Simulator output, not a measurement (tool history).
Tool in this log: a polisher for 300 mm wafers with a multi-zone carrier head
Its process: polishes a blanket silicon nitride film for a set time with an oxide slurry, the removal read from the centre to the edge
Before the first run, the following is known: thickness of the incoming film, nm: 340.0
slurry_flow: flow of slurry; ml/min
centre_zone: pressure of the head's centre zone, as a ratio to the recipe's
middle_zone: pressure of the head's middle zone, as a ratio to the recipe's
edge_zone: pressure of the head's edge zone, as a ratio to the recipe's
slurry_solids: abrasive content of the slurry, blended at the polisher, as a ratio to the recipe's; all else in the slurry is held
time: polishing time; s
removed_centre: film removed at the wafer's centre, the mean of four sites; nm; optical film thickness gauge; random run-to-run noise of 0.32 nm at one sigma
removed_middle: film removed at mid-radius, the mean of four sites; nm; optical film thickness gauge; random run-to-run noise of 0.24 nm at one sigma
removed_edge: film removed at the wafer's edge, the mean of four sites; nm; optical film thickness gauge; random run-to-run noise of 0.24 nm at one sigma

run	hour	slurry_flow	centre_zone	middle_zone	edge_zone	slurry_solids	time	removed_centre	removed_middle	removed_edge
1	0	220	1	1	1	1	55	32.951	32.465	34.104
2	2.2	185	1	1	1	1	55	32.257	32.195	33.136
3	4	185	1	1	1	1.15	55	33.943	33.996	35.32
4	7	185	1	1	1	1.35	55	35.856	34.796	36.671
5	12.1	185	1	1	1	1.35	64	41.874	41.997	43.545
6	19.5	175	1.02	1.04	0.94	1.15	55	33.61	34.521	33.335
7	24.1	170	1.05	1.06	0.9	1	50	30.076	29.947	28.392
8	28.1	165	1.07	1.1	0.87	0.85	46	26.394	27.067	24.08
9	33.2	165	1.08	1.12	0.85	0.75	44	23.515	24.814	21.931
10	33.9	165	1.11	1.14	0.84	0.7	43	23.283	24.003	20.622
11	35.9	165	1.12	1.15	0.83	0.65	43	23.389	23.067	19.605

Run 12, settings as shown, results not yet in. Your forecast:
12	38.5	165	1.12	1.16	0.82	0.65	43	?	?	?

Run 12 came out at removed_centre 22.829 nm, removed_middle 23.39 nm, removed_edge 19.654 nm.
